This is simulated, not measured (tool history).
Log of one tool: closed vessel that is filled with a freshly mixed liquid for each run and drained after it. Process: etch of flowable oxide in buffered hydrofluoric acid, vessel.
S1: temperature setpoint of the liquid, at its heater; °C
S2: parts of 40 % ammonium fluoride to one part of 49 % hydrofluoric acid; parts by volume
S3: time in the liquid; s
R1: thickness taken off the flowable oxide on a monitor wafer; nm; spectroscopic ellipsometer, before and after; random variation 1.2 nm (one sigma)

Run 1, day 0: S1 21 °C, S2 20.5 parts by volume, S3 85 s. Result: R1 84.882 nm.
Run 2, day 0.183: S1 19.5 °C, S2 20.5 parts by volume, S3 85 s. Result: R1 79.837 nm.
Run 3, day 0.3: S1 20.5 °C, S2 19.5 parts by volume, S3 85 s. Result: R1 84.772 nm.
Run 4, day 0.462: S1 20.5 °C, S2 14.5 parts by volume, S3 85 s. Result: R1 113.57 nm.
Run 5, day 0.608: S1 20.5 °C, S2 20 parts by volume, S3 85 s. Result: R1 84.551 nm.
Run 6, day 0.742: S1 21.5 °C, S2 19.5 parts by volume, S3 85 s. Result: R1 92.117 nm.
At day 0.996: hydrofluoric acid flow meter replaced.
Run 7, day 0.996: S1 22.5 °C, S2 19 parts by volume, S3 85 s. Result: R1 102.68 nm.
Run 8, day 1.204: S1 23.5 °C, S2 19 parts by volume, S3 85 s. Result: R1 108.4 nm.
Run 9, day 1.267: S1 24 °C, S2 19 parts by volume, S3 85 s. Result: R1 113.41 nm.
Run 10, day 1.317: S1 24.5 °C, S2 19 parts by volume, S3 85 s. Result: R1 115.42 nm.
Run 11, day 1.35: S1 25 °C, S2 19 parts by volume, S3 85 s. Result: R1 117.93 nm.
Run 12, day 1.658: S1 25.5 °C, S2 19 parts by volume, S3 85 s. Result: R1 122.33 nm.

The next listed run, before its measurement:
Run 13, day 1.883: S1 26 °C, S2 19 parts by volume, S3 85 s. Result: R1 ?.

Run 13 gave R1 125.72 nm.
